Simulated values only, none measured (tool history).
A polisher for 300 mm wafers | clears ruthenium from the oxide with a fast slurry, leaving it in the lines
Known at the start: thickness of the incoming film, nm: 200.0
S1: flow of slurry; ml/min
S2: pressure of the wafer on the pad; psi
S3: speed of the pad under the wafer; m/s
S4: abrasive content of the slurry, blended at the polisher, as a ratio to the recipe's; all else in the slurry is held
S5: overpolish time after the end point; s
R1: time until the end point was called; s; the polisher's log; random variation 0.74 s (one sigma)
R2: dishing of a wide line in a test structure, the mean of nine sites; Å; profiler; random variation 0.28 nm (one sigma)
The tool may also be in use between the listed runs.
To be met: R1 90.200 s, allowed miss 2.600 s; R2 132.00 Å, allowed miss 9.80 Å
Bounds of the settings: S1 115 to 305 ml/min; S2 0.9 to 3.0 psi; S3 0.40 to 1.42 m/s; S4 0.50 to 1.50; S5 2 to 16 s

{"run": 1, "hour": 0.0, "S1": 195, "S2": 1.9, "S3": 0.9, "S4": 1.0, "S5": 8, "R1": 67.251, "R2": 194.6}
{"run": 2, "hour": 5.0, "S1": 190, "S2": 1.8, "S3": 0.9, "S4": 1.0, "S5": 8, "R1": 71.873, "R2": 181.66}
{"run": 3, "hour": 12.9, "S1": 155, "S2": 1.8, "S3": 0.9, "S4": 1.0, "S5": 8, "R1": 73.013, "R2": 180.31}
{"run": 4, "hour": 21.0, "S1": 155, "S2": 1.7, "S3": 0.9, "S4": 1.0, "S5": 8, "R1": 76.096, "R2": 173.69}
{"run": 5, "hour": 29.5, "S1": 155, "S2": 1.7, "S3": 0.9, "S4": 1.1, "S5": 8, "R1": 73.312, "R2": 180.42}
{"run": 6, "hour": 30.6, "S1": 190, "S2": 1.7, "S3": 0.9, "S4": 1.1, "S5": 8, "R1": 71.708, "R2": 184.0}
{"run": 7, "hour": 38.7, "S1": 190, "S2": 1.6, "S3": 0.9, "S4": 1.1, "S5": 8, "R1": 74.974, "R2": 182.86}
{"run": 8, "hour": 41.4, "S1": 185, "S2": 1.5, "S3": 0.9, "S4": 1.1, "S5": 8, "R1": 79.415, "R2": 167.74}
{"run": 9, "hour": 49.8, "S1": 185, "S2": 1.4, "S3": 0.9, "S4": 1.1, "S5": 8, "R1": 83.365, "R2": 162.4}

Which of these 5 next moves meets every target?
{"run": "A", "hour": 58.2, "S1": 155, "S2": 1.5, "S3": 0.8, "S4": 1.1, "S5": 7, "R1": "?", "R2": "?"}
{"run": "B", "hour": 58.2, "S1": 190, "S2": 1.2, "S3": 0.92, "S4": 1.1, "S5": 13, "R1": "?", "R2": "?"}
{"run": "C", "hour": 58.2, "S1": 175, "S2": 1.3, "S3": 1.08, "S4": 1.15, "S5": 8, "R1": "?", "R2": "?"}
{"run": "D", "hour": 58.2, "S1": 165, "S2": 1.5, "S3": 0.96, "S4": 1.05, "S5": 8, "R1": "?", "R2": "?"}
{"run": "E", "hour": 58.2, "S1": 195, "S2": 1.0, "S3": 1.12, "S4": 1.1, "S5": 9, "R1": "?", "R2": "?"}

move=A R1=89.978 R2=134.02
move=B R1=91.666 R2=233.53
move=C R1=73.671 R2=183.03
move=D R1=77.146 R2=175.39
move=E R1=86.766 R2=175.44
A: meets every target
B: further off than the last run
C: further off than the last run
D: further off than the last run
E: further off than the last run
Answer: A
